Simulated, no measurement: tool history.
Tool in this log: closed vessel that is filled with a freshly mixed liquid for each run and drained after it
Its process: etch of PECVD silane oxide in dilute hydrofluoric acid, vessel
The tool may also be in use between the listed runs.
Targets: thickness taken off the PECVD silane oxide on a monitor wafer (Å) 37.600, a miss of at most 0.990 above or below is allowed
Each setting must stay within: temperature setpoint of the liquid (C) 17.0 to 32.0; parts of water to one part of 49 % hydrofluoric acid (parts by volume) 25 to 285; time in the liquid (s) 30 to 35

| run | hour | temperature setpoint of the liquid (C) | parts of water to one part of 49 % hydrofluoric acid (parts by volume) | time in the liquid (s) | thickness taken off the PECVD silane oxide on a monitor wafer (Å) |
|---|---|---|---|---|---|
| 1 | 0.0 | 24.0 | 155 | 35 | 72.492 |
| 2 | 6.2 | 22.5 | 165 | 35 | 63.373 |
| 3 | 6.8 | 20.0 | 165 | 35 | 57.680 |
| 4 | 12.1 | 18.5 | 165 | 35 | 54.389 |
| 5 | 15.7 | 18.0 | 175 | 35 | 49.921 |
| 6 | 22.0 | 18.0 | 185 | 35 | 46.410 |
| 7 | 30.6 | 18.0 | 190 | 35 | 45.354 |
| 8 | 38.1 | 18.0 | 195 | 35 | 43.772 |
| 9 | 38.6 | 18.0 | 200 | 35 | 42.459 |

Exercise: of the 5 proposed moves below, exactly one satisfies all targets within the stated allowed misses. Which move is it?
| A | 39.1 | 17.0 | 190 | 30 | ? |
| B | 39.1 | 17.0 | 180 | 30 | ? |
| C | 39.1 | 21.0 | 190 | 35 | ? |
| D | 39.1 | 17.5 | 175 | 35 | ? |
| E | 39.1 | 18.5 | 210 | 35 | ? |

| move | thickness taken off the PECVD silane oxide on a monitor wafer (Å) |
|---|---|
| A | 37.139 |
| B | 39.569 |
| C | 50.697 |
| D | 48.678 |
| E | 40.831 |
A: each result inside its tolerance
B: better than the last run, though not everything is in spec
C: misses by more than the last run did
D: misses by more than the last run did
E: better than the last run, though not everything is in spec
The right move is A.
